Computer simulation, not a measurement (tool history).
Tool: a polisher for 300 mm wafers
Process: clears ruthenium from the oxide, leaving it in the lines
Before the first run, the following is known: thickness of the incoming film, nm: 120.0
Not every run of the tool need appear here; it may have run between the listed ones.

| run | day | flow of slurry (ml/min) | pressure of the wafer on the pad (kPa) | speed of the pad under the wafer (cm/s) | overpolish time after the end point (s) | time until the end point was called (s) |
|---|---|---|---|---|---|---|
| 1 | 0 | 305 | 17.9 | 112 | 48 | 90.651 |
| 2 | 0.25 | 305 | 21.4 | 112 | 48 | 74.757 |
| 3 | 0.296 | 305 | 21.4 | 112 | 51 | 75.33 |
| 4 | 0.396 | 305 | 24.8 | 112 | 51 | 65.977 |
| 5 | 0.438 | 305 | 24.8 | 100 | 51 | 73.267 |
| 6 | 0.533 | 305 | 24.8 | 78 | 51 | 91.699 |
| 7 | 0.638 | 305 | 22.8 | 78 | 51 | 99.245 |
| 8 | 0.754 | 305 | 20.7 | 76 | 51 | 111.68 |

What does the tool deliver on the next run?
| 9 | 1.117 | 305 | 19.3 | 76 | 51 | ? |

time until the end point was called (s): 119.76
